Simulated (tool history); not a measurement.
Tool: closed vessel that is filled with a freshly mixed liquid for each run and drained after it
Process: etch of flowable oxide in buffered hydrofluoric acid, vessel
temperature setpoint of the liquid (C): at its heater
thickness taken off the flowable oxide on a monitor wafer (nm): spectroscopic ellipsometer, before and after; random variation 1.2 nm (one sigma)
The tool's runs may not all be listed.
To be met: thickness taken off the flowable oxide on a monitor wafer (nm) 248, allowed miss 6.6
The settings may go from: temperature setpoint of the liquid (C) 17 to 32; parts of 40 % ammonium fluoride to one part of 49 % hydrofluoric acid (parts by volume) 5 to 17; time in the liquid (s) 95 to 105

| run | hour | temperature setpoint of the liquid (C) | parts of 40 % ammonium fluoride to one part of 49 % hydrofluoric acid (parts by volume) | time in the liquid (s) | thickness taken off the flowable oxide on a monitor wafer (nm) |
|---|---|---|---|---|---|
| 1 | 0 | 24 | 10.5 | 95 | 164.89 |
| 2 | 8.7 | 25 | 10.5 | 95 | 174.31 |
| 3 | 11 | 25 | 10.5 | 105 | 192.49 |
| 4 | 20 | 23.5 | 10.5 | 105 | 178.95 |
| 5 | 25.3 | 23.5 | 10.5 | 95 | 160.34 |
| 6 | 26.6 | 23.5 | 8.5 | 95 | 191.09 |
| 7 | 33.6 | 24 | 8.5 | 95 | 197.16 |
| 8 | 37.3 | 24.5 | 8.5 | 95 | 201.84 |
| 9 | 43.5 | 25 | 8.5 | 95 | 206.92 |
| 10 | 44.9 | 25.5 | 8.5 | 95 | 212.7 |

Which of these 4 next moves meets every target?
| A | 46.3 | 24 | 7.5 | 105 | ? |
| B | 46.3 | 23 | 6.5 | 105 | ? |
| C | 46.3 | 28 | 8.5 | 105 | ? |
| D | 46.3 | 26 | 7 | 95 | ? |

| move | thickness taken off the flowable oxide on a monitor wafer (nm) |
|---|---|
| A | 250.3 |
| B | 272.28 |
| C | 271.05 |
| D | 271.84 |
A: meets every target
B: takes the result that was furthest off past its target
C: takes the result that was furthest off past its target
D: takes the result that was furthest off past its target
Answer: A
